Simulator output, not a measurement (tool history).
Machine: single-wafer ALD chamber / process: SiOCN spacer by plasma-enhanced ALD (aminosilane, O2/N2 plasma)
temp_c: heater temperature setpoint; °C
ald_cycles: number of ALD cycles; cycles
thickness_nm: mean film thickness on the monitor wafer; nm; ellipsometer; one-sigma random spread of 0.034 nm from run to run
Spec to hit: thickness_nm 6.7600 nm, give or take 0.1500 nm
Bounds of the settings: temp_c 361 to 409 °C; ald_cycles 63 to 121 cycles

run,hour,temp_c,ald_cycles,thickness_nm
1,0.0,385,92,5.4562
2,7.2,385,97,5.7494
3,11.2,385,89,5.2661
4,17.1,385,79,4.6974
5,21.5,389,79,4.6755
6,29.0,394,79,4.7128
7,36.0,394,86,5.0361
8,37.1,394,101,6.0391
9,43.8,394,103,6.1468
10,48.6,394,105,6.1870
11,49.2,394,105,6.2243
12,50.3,394,107,6.3305

Consider the 5 candidate settings below. Which is the only one whose results all fall within their allowed miss of target?
A,51.4,404,103,?
B,51.4,390,108,?
C,51.4,396,98,?
D,51.4,398,105,?
E,51.4,396,114,?

move,thickness_nm
A,6.0570
B,6.4055
C,5.8124
D,6.2276
E,6.7614
A: moves away from the targets compared with the last run
B: an improvement on the last run, though not all results are within tolerance
C: moves away from the targets compared with the last run
D: moves away from the targets compared with the last run
E: all results in spec
The move that meets every target is E.
